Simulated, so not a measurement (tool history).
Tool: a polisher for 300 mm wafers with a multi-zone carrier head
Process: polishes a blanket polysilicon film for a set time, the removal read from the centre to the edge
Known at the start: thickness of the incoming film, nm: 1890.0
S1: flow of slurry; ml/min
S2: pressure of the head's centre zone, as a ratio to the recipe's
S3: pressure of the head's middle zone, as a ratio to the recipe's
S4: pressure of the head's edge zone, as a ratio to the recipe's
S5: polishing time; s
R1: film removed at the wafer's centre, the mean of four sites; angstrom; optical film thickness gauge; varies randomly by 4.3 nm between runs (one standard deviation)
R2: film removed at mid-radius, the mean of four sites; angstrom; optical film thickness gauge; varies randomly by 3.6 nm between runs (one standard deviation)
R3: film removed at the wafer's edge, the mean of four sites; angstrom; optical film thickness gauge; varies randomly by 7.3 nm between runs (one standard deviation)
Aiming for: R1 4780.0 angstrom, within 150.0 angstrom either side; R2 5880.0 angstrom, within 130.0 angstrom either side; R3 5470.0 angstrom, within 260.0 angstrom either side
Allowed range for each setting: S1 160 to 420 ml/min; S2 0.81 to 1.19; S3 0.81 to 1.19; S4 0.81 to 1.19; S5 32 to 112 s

run 1 hour=0.0 | S1=270 S2=1.00 S3=1.00 S4=1.00 S5=72 | R1=4386.8 R2=4259.1 R3=4280.7
run 2 hour=3.8 | S1=225 S2=1.00 S3=1.00 S4=1.00 S5=72 | R1=4313.7 R2=4178.3 R3=4193.9
run 3 hour=5.4 | S1=225 S2=0.92 S3=1.00 S4=1.00 S5=72 | R1=3976.2 R2=4183.1 R3=4116.9
run 4 hour=12.8 | S1=255 S2=0.92 S3=1.06 S4=1.06 S5=75 | R1=4123.5 R2=4677.7 R3=4562.5
run 5 hour=18.1 | S1=280 S2=0.94 S3=1.10 S4=1.09 S5=77 | R1=4321.7 R2=4969.7 R3=4771.9
-- hour=24.5 worn pad replaced by a new one
run 6 hour=24.5 | S1=280 S2=0.90 S3=1.10 S4=1.09 S5=77 | R1=4819.7 R2=5582.6 R3=5374.4
run 7 hour=32.3 | S1=285 S2=0.89 S3=1.12 S4=1.10 S5=76 | R1=4616.7 R2=5611.1 R3=5284.1
run 8 hour=37.4 | S1=295 S2=0.89 S3=1.12 S4=1.10 S5=76 | R1=4660.2 R2=5620.8 R3=5494.1
run 9 hour=42.8 | S1=300 S2=0.89 S3=1.13 S4=1.07 S5=76 | R1=4634.8 R2=5715.9 R3=5349.7
run 10 hour=49.8 | S1=305 S2=0.89 S3=1.13 S4=1.06 S5=76 | R1=4566.3 R2=5724.0 R3=5274.2

Next run, 5 choices. One meets every target within its allowed miss, the rest don't. Which?
run A hour=56.8 | S1=335 S2=0.86 S3=1.04 S4=1.15 S5=81 | R1=? R2=? R3=?
run B hour=56.8 | S1=260 S2=0.88 S3=1.19 S4=1.02 S5=73 | R1=? R2=? R3=?
run C hour=56.8 | S1=345 S2=0.93 S3=1.08 S4=1.16 S5=74 | R1=? R2=? R3=?
run D hour=56.8 | S1=335 S2=0.88 S3=1.12 S4=1.07 S5=78 | R1=? R2=? R3=?
run E hour=56.8 | S1=330 S2=0.89 S3=1.04 S4=1.13 S5=80 | R1=? R2=? R3=?

move=A R1=4876.0 R2=5702.5 R3=5780.1
move=B R1=4391.3 R2=5640.4 R3=4811.1
move=C R1=4834.3 R2=5390.5 R3=5311.1
move=D R1=4808.3 R2=5850.2 R3=5360.1
move=E R1=4978.6 R2=5624.5 R3=5652.2
A: the worst result of the last run now meets its target, but another is out of spec
B: lands further from the targets than the last run did
C: the worst result of the last run now meets its target, but another is out of spec
D: all results in spec
E: the result that was furthest off in the last run now lies on the other side of its target
Move D is the one to make.
